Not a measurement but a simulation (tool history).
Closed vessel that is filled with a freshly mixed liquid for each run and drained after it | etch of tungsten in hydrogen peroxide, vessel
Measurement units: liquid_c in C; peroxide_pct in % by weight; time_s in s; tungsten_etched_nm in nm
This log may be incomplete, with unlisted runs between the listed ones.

run  hour  liquid_c  peroxide_pct  time_s  tungsten_etched_nm
  1   0.0      48.0            25      30              88.441
  2   3.7      48.0            25      30              88.480
  3  11.8      41.0            25      30              56.726
  4  14.1      40.0            25      30              53.135
  5  19.7      39.5            25      30              51.737
  6  22.7      39.0            25      30              49.729

Run 7 has not been measured yet. What should we expect?
  7  26.9      38.5            25      30                   ?

{"run 7": {"tungsten_etched_nm": 48.064}}
